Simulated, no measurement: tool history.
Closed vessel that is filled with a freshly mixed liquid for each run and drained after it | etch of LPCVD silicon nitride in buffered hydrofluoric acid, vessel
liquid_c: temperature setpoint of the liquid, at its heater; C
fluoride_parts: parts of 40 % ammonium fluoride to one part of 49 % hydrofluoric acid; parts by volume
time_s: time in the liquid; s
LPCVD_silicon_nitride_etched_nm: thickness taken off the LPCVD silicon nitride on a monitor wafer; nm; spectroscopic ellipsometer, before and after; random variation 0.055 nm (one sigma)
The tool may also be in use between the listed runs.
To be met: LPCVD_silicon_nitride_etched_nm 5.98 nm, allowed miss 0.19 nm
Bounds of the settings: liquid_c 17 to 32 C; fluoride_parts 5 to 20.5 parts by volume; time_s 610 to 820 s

run  hour  liquid_c  fluoride_parts  time_s  LPCVD_silicon_nitride_etched_nm
  1     0        25            12.5     820                           12.082
  2   1.4      27.5            12.5     820                           14.332
  3  10.1        31            12.5     820                           16.979
  4  12.7      27.5            13.5     815                           12.985
  5  15.7      27.5              15     815                           11.635
  6  23.1      27.5            11.5     815                           15.037
  7  31.4      24.5              13     810                           11.453
  8  32.5      22.5              14     805                           9.3432
  9  39.9        21            14.5     805                           8.3715
 10  41.4        20              15     805                           7.6697
 11  47.7        20              15     805                           7.4672
 12  49.9        19              15     805                           7.2215

4 next moves are on the table. One of them brings every result within its allowed miss. Which?
  A  52.1      17.5              16     780                                ?
  B  52.1      17.5              14     780                                ?
  C  52.1        19            14.5     695                                ?
  D  52.1        21              15     785                                ?

move  LPCVD_silicon_nitride_etched_nm
   A                           5.8948
   B                           6.7227
   C                           6.3008
   D                           7.7002
A: meets every target
B: nearer than the last run, and not there yet
C: nearer than the last run, and not there yet
D: further off than the last run
Move A is the one to make.
